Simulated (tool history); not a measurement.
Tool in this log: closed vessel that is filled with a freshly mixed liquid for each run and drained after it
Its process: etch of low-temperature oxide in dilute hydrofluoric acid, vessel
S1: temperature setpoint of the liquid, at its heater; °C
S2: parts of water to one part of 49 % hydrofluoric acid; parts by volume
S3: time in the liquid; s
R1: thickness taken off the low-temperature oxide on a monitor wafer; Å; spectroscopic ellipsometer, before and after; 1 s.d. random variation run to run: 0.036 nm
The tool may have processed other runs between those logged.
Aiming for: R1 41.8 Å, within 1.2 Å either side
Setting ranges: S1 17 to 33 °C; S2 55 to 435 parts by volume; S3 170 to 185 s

{"run": 1, "hour": 0.0, "S1": 25, "S2": 245, "S3": 170, "R1": 68.754}
{"run": 2, "hour": 1.6, "S1": 24, "S2": 250, "S3": 170, "R1": 65.351}
{"run": 3, "hour": 4.2, "S1": 24, "S2": 250, "S3": 185, "R1": 72.255}
{"run": 4, "hour": 6.5, "S1": 26.5, "S2": 250, "S3": 185, "R1": 76.91}
{"run": 5, "hour": 9.4, "S1": 26.5, "S2": 250, "S3": 170, "R1": 70.667}
{"run": 6, "hour": 16.0, "S1": 24.5, "S2": 250, "S3": 170, "R1": 66.018}
{"run": 7, "hour": 23.2, "S1": 23.5, "S2": 260, "S3": 170, "R1": 60.442}
{"run": 8, "hour": 29.5, "S1": 19.5, "S2": 295, "S3": 170, "R1": 45.375}
{"run": 9, "hour": 33.8, "S1": 19, "S2": 295, "S3": 170, "R1": 44.475}
{"run": 10, "hour": 40.5, "S1": 19, "S2": 295, "S3": 170, "R1": 43.951}

Consider the 4 candidate settings below. Which is the only one whose results all fall within their allowed miss of target?
{"run": "A", "hour": 47.2, "S1": 21, "S2": 325, "S3": 170, "R1": "?"}
{"run": "B", "hour": 47.2, "S1": 17, "S2": 295, "S3": 185, "R1": "?"}
{"run": "C", "hour": 47.2, "S1": 19.5, "S2": 315, "S3": 185, "R1": "?"}
{"run": "D", "hour": 47.2, "S1": 17, "S2": 270, "S3": 170, "R1": "?"}

move=A R1=42.611
move=B R1=45.26
move=C R1=45.729
move=D R1=46.414
A: meets every target
B: misses by more than the last run did
C: misses by more than the last run did
D: misses by more than the last run did
So the answer is move A, the one that meets all the targets.

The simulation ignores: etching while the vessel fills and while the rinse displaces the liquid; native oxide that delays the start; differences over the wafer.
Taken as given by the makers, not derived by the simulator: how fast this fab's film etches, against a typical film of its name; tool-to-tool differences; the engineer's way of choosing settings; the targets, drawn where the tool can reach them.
